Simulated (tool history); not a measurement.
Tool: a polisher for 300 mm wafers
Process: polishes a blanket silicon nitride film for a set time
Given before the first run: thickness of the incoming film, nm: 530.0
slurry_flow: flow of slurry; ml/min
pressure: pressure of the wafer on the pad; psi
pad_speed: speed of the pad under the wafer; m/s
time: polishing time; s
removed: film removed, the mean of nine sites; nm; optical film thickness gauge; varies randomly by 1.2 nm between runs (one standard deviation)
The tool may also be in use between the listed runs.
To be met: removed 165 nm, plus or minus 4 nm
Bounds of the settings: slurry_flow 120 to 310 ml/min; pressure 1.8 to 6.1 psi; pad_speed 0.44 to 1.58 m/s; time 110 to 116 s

run 1 day=0 | slurry_flow=200 pressure=3.9 pad_speed=1 time=110 | removed=193.54
run 2 day=0.238 | slurry_flow=200 pressure=3.1 pad_speed=1 time=110 | removed=156.2
run 3 day=0.525 | slurry_flow=200 pressure=3.6 pad_speed=1 time=110 | removed=178.97
run 4 day=0.771 | slurry_flow=200 pressure=4.1 pad_speed=1 time=110 | removed=198.34
run 5 day=0.858 | slurry_flow=220 pressure=4.1 pad_speed=1 time=110 | removed=201.96
run 6 day=0.896 | slurry_flow=175 pressure=4.1 pad_speed=1 time=110 | removed=195.79
run 7 day=1.079 | slurry_flow=170 pressure=3.9 pad_speed=1 time=110 | removed=187.52
run 8 day=1.196 | slurry_flow=165 pressure=3.8 pad_speed=1 time=110 | removed=181.44
run 9 day=1.396 | slurry_flow=160 pressure=3.7 pad_speed=1 time=110 | removed=177.69
run 10 day=1.512 | slurry_flow=160 pressure=3.6 pad_speed=1 time=110 | removed=170.89
run 11 day=1.854 | slurry_flow=155 pressure=3.6 pad_speed=1 time=110 | removed=171.03
run 12 day=2.15 | slurry_flow=150 pressure=3.6 pad_speed=1 time=110 | removed=172.19

Next run, 4 choices. One meets every target within its allowed miss, the rest don't. Which?
run A day=2.446 | slurry_flow=120 pressure=4 pad_speed=1.06 time=110 | removed=?
run B day=2.446 | slurry_flow=195 pressure=3.4 pad_speed=1.06 time=114 | removed=?
run C day=2.446 | slurry_flow=175 pressure=3.5 pad_speed=0.96 time=110 | removed=?
run D day=2.446 | slurry_flow=155 pressure=3.1 pad_speed=1.14 time=116 | removed=?

move=A removed=186.12
move=B removed=184.89
move=C removed=166.05
move=D removed=177.29
A: misses by more than the last run did
B: misses by more than the last run did
C: hits every target within its allowed miss
D: misses by more than the last run did
The move that meets every target is C.

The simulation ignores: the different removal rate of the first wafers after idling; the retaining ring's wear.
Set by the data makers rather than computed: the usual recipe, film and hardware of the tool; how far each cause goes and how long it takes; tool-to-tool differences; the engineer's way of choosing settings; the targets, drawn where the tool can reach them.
